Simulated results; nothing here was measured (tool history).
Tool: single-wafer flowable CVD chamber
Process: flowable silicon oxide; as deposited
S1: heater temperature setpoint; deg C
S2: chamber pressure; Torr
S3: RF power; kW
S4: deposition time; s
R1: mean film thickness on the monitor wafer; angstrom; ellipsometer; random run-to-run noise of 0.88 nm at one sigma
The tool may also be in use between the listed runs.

{"run": 1, "hour": 0.0, "S1": 105, "S2": 1.05, "S3": 1.615, "S4": 667, "R1": 4430.7}
{"run": 2, "hour": 7.6, "S1": 105, "S2": 1.23, "S3": 1.615, "S4": 667, "R1": 5152.3}
{"run": 3, "hour": 16.6, "S1": 105, "S2": 1.23, "S3": 1.615, "S4": 635, "R1": 4876.7}
{"run": 4, "hour": 18.1, "S1": 105, "S2": 1.23, "S3": 1.615, "S4": 667, "R1": 5114.9}
{"run": 5, "hour": 20.9, "S1": 105, "S2": 1.23, "S3": 1.835, "S4": 667, "R1": 5281.3}
{"run": 6, "hour": 23.6, "S1": 109, "S2": 1.22, "S3": 1.835, "S4": 667, "R1": 4494.8}
{"run": 7, "hour": 26.9, "S1": 112, "S2": 1.22, "S3": 1.835, "S4": 667, "R1": 4047.5}

Run 8 is up next; what results do you expect?
{"run": 8, "hour": 32.9, "S1": 115, "S2": 1.22, "S3": 1.835, "S4": 667, "R1": "?"}

{"run 8": {"R1": 3672.9}}

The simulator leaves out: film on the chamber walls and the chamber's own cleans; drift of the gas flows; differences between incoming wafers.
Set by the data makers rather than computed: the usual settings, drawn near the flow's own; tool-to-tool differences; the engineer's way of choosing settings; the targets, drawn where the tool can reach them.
